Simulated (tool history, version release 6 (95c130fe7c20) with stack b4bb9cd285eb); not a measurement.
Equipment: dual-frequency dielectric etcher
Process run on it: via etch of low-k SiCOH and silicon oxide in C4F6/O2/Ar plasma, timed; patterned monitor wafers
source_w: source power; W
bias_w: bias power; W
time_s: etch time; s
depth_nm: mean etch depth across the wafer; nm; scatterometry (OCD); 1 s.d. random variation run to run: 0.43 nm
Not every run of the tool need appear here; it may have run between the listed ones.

{"run": 1, "hour": 0.0, "source_w": 380, "bias_w": 135, "time_s": 46.5, "depth_nm": 101.02}
{"run": 2, "hour": 6.5, "source_w": 330, "bias_w": 135, "time_s": 46.5, "depth_nm": 93.728}
{"run": 3, "hour": 8.2, "source_w": 380, "bias_w": 135, "time_s": 46.5, "depth_nm": 100.28}
{"run": 4, "hour": 10.9, "source_w": 360, "bias_w": 127, "time_s": 46.5, "depth_nm": 95.313}
{"run": 5, "hour": 18.5, "source_w": 340, "bias_w": 123, "time_s": 46.5, "depth_nm": 92.462}
{"run": 6, "hour": 19.2, "source_w": 320, "bias_w": 118, "time_s": 46.5, "depth_nm": 88.606}
{"run": 7, "hour": 25.3, "source_w": 310, "bias_w": 114, "time_s": 46.5, "depth_nm": 86.967}

Forecast run 8:
{"run": 8, "hour": 30.2, "source_w": 300, "bias_w": 110, "time_s": 46.5, "depth_nm": "?"}

depth_nm: 84.272 nm
